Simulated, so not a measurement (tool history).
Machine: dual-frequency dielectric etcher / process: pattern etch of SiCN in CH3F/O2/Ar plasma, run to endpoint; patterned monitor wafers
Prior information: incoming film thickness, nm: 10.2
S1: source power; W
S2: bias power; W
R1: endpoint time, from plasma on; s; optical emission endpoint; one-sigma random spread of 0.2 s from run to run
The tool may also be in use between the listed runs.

run 1 hour=0.0 | S1=300 S2=101 | R1=26.628
run 2 hour=7.9 | S1=340 S2=101 | R1=25.166
run 3 hour=16.3 | S1=300 S2=101 | R1=26.510
run 4 hour=19.7 | S1=260 S2=96 | R1=28.538
run 5 hour=28.7 | S1=260 S2=103 | R1=27.988
run 6 hour=29.7 | S1=230 S2=99 | R1=29.426

For run 7, what comes out?
run 7 hour=37.2 | S1=210 S2=96 | R1=?

{"run 7": {"R1": 31.248}}

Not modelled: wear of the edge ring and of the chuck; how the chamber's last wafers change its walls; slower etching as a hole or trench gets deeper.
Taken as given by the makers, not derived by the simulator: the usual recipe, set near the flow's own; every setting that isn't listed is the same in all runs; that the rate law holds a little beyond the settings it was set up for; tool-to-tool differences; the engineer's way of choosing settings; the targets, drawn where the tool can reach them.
